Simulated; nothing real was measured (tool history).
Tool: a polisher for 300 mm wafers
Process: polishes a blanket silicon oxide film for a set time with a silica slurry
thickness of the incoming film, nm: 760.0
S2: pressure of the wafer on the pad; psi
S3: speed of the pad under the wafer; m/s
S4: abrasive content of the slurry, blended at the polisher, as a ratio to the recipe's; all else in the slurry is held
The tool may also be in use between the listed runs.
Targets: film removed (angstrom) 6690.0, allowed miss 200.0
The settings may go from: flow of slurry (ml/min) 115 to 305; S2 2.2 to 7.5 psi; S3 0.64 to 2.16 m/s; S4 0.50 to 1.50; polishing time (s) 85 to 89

run 1 hour=0.0 | flow_of_slurry_(ml/min)=195 S2=4.8 S3=1.40 S4=1.00 polishing_time_(s)=85 | film_removed_(angstrom)=4234.2
run 2 hour=4.1 | flow_of_slurry_(ml/min)=200 S2=5.1 S3=1.40 S4=1.00 polishing_time_(s)=85 | film_removed_(angstrom)=4440.3
run 3 hour=7.4 | flow_of_slurry_(ml/min)=200 S2=5.4 S3=1.40 S4=1.00 polishing_time_(s)=85 | film_removed_(angstrom)=4624.5
run 4 hour=11.9 | flow_of_slurry_(ml/min)=200 S2=5.4 S3=1.40 S4=1.15 polishing_time_(s)=85 | film_removed_(angstrom)=4972.2
run 5 hour=14.9 | flow_of_slurry_(ml/min)=165 S2=5.4 S3=1.40 S4=1.15 polishing_time_(s)=85 | film_removed_(angstrom)=4829.0
run 6 hour=22.6 | flow_of_slurry_(ml/min)=210 S2=5.4 S3=1.40 S4=1.15 polishing_time_(s)=85 | film_removed_(angstrom)=4986.3
run 7 hour=24.9 | flow_of_slurry_(ml/min)=210 S2=5.6 S3=1.40 S4=1.15 polishing_time_(s)=85 | film_removed_(angstrom)=5120.5
run 8 hour=28.8 | flow_of_slurry_(ml/min)=210 S2=5.8 S3=1.40 S4=1.15 polishing_time_(s)=85 | film_removed_(angstrom)=5271.3
run 9 hour=30.4 | flow_of_slurry_(ml/min)=210 S2=5.8 S3=1.40 S4=1.15 polishing_time_(s)=85 | film_removed_(angstrom)=5293.0
run 10 hour=31.5 | flow_of_slurry_(ml/min)=210 S2=6.0 S3=1.40 S4=1.15 polishing_time_(s)=85 | film_removed_(angstrom)=5376.7
run 11 hour=38.4 | flow_of_slurry_(ml/min)=210 S2=6.2 S3=1.40 S4=1.15 polishing_time_(s)=85 | film_removed_(angstrom)=5592.9
run 12 hour=40.1 | flow_of_slurry_(ml/min)=210 S2=6.4 S3=1.40 S4=1.15 polishing_time_(s)=85 | film_removed_(angstrom)=5874.2
run 13 hour=48.5 | flow_of_slurry_(ml/min)=210 S2=6.5 S3=1.40 S4=1.15 polishing_time_(s)=85 | film_removed_(angstrom)=5836.2
run 14 hour=49.4 | flow_of_slurry_(ml/min)=210 S2=6.6 S3=1.40 S4=1.15 polishing_time_(s)=85 | film_removed_(angstrom)=5893.5

Which of these 4 next moves meets every target?
run A hour=50.3 | flow_of_slurry_(ml/min)=180 S2=6.9 S3=1.66 S4=1.15 polishing_time_(s)=89 | film_removed_(angstrom)=?
run B hour=50.3 | flow_of_slurry_(ml/min)=210 S2=5.8 S3=1.64 S4=1.00 polishing_time_(s)=85 | film_removed_(angstrom)=?
run C hour=50.3 | flow_of_slurry_(ml/min)=165 S2=7.2 S3=1.36 S4=1.30 polishing_time_(s)=89 | film_removed_(angstrom)=?
run D hour=50.3 | flow_of_slurry_(ml/min)=220 S2=6.7 S3=1.28 S4=1.40 polishing_time_(s)=87 | film_removed_(angstrom)=?

move=A film_removed_(angstrom)=7136.7
move=B film_removed_(angstrom)=5572.1
move=C film_removed_(angstrom)=6567.2
move=D film_removed_(angstrom)=6201.2
A: takes the result that was furthest off past its target
B: further off than the last run
C: meets every target
D: nearer than the last run, and not there yet
The right move is C.
